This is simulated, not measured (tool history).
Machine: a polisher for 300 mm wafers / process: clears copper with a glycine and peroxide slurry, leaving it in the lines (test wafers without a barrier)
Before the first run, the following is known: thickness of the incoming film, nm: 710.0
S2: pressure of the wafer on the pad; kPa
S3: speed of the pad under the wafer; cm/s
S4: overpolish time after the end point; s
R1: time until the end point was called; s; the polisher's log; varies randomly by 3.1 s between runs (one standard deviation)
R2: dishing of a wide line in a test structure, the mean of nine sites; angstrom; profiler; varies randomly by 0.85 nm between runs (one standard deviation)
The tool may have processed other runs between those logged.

{"run": 1, "hour": 0.0, "flow of slurry (ml/min)": 235, "S2": 15.2, "S3": 90, "S4": 20, "R1": 185.48, "R2": 493.35}
{"run": 2, "hour": 8.2, "flow of slurry (ml/min)": 235, "S2": 15.2, "S3": 90, "S4": 21, "R1": 193.38, "R2": 509.64}
{"run": 3, "hour": 15.6, "flow of slurry (ml/min)": 235, "S2": 15.2, "S3": 112, "S4": 21, "R1": 153.61, "R2": 583.47}
{"run": 4, "hour": 17.3, "flow of slurry (ml/min)": 235, "S2": 17.9, "S3": 112, "S4": 21, "R1": 137.95, "R2": 649.71}
{"run": 5, "hour": 26.0, "flow of slurry (ml/min)": 235, "S2": 17.9, "S3": 112, "S4": 13, "R1": 137.72, "R2": 434.76}
{"run": 6, "hour": 30.7, "flow of slurry (ml/min)": 235, "S2": 17.2, "S3": 110, "S4": 15, "R1": 141.06, "R2": 485.34}
{"run": 7, "hour": 34.9, "flow of slurry (ml/min)": 235, "S2": 16.5, "S3": 108, "S4": 17, "R1": 151.32, "R2": 497.42}
{"run": 8, "hour": 36.6, "flow of slurry (ml/min)": 235, "S2": 16.5, "S3": 106, "S4": 18, "R1": 149.66, "R2": 512.84}
{"run": 9, "hour": 42.3, "flow of slurry (ml/min)": 235, "S2": 16.5, "S3": 104, "S4": 19, "R1": 153.42, "R2": 548.15}
{"run": 10, "hour": 50.1, "flow of slurry (ml/min)": 235, "S2": 16.5, "S3": 102, "S4": 20, "R1": 160.62, "R2": 552.27}

Expected results for the next run?
{"run": 11, "hour": 58.3, "flow of slurry (ml/min)": 235, "S2": 16.5, "S3": 102, "S4": 20, "R1": "?", "R2": "?"}

R1: 160.61 s
R2: 576.05 angstrom

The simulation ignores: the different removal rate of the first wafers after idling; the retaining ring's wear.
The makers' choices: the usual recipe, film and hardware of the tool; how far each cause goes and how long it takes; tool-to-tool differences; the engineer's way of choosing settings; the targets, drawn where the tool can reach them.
